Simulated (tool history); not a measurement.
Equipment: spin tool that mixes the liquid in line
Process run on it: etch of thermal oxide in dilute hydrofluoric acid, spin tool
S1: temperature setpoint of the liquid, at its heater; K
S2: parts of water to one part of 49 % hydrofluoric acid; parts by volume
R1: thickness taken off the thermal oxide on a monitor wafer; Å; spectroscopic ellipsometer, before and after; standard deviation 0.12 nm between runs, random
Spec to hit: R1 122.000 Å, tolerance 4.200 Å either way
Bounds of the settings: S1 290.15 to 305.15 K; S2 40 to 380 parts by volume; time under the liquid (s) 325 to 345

{"run": 1, "day": 0.0, "S1": 297.15, "S2": 210, "time under the liquid (s)": 325, "R1": 66.765}
{"run": 2, "day": 0.029, "S1": 297.15, "S2": 210, "time under the liquid (s)": 345, "R1": 70.197}
{"run": 3, "day": 0.054, "S1": 297.15, "S2": 210, "time under the liquid (s)": 345, "R1": 71.41}
{"run": 4, "day": 0.138, "S1": 299.65, "S2": 195, "time under the liquid (s)": 345, "R1": 85.622}
{"run": 5, "day": 0.304, "S1": 299.65, "S2": 195, "time under the liquid (s)": 345, "R1": 83.215}
{"run": 6, "day": 0.621, "S1": 299.65, "S2": 250, "time under the liquid (s)": 345, "R1": 61.887}
{"run": 7, "day": 0.912, "S1": 301.15, "S2": 220, "time under the liquid (s)": 345, "R1": 76.836}
{"run": 8, "day": 1.133, "S1": 301.15, "S2": 220, "time under the liquid (s)": 345, "R1": 77.525}
{"run": 9, "day": 1.475, "S1": 302.15, "S2": 200, "time under the liquid (s)": 345, "R1": 89.928}
{"run": 10, "day": 1.842, "S1": 303.15, "S2": 185, "time under the liquid (s)": 345, "R1": 101.53}
{"run": 11, "day": 2.15, "S1": 303.65, "S2": 180, "time under the liquid (s)": 345, "R1": 108.04}
{"run": 12, "day": 2.521, "S1": 304.15, "S2": 175, "time under the liquid (s)": 345, "R1": 114.76}
{"run": 13, "day": 2.75, "S1": 304.65, "S2": 175, "time under the liquid (s)": 345, "R1": 116.56}

Exercise: of the 5 proposed moves below, exactly one satisfies all targets within the stated allowed misses. Which move is it?
{"run": "A", "day": 2.979, "S1": 302.65, "S2": 175, "time under the liquid (s)": 345, "R1": "?"}
{"run": "B", "day": 2.979, "S1": 299.65, "S2": 155, "time under the liquid (s)": 345, "R1": "?"}
{"run": "C", "day": 2.979, "S1": 303.15, "S2": 160, "time under the liquid (s)": 345, "R1": "?"}
{"run": "D", "day": 2.979, "S1": 303.15, "S2": 170, "time under the liquid (s)": 345, "R1": "?"}
{"run": "E", "day": 2.979, "S1": 305.15, "S2": 180, "time under the liquid (s)": 345, "R1": "?"}

move=A R1=106.510
move=B R1=110.760
move=C R1=120.970
move=D R1=112.330
move=E R1=112.150
A: the biggest miss grows against the last run
B: the biggest miss grows against the last run
C: in spec on every target
D: the biggest miss grows against the last run
E: the biggest miss grows against the last run
Move C is the one to make.
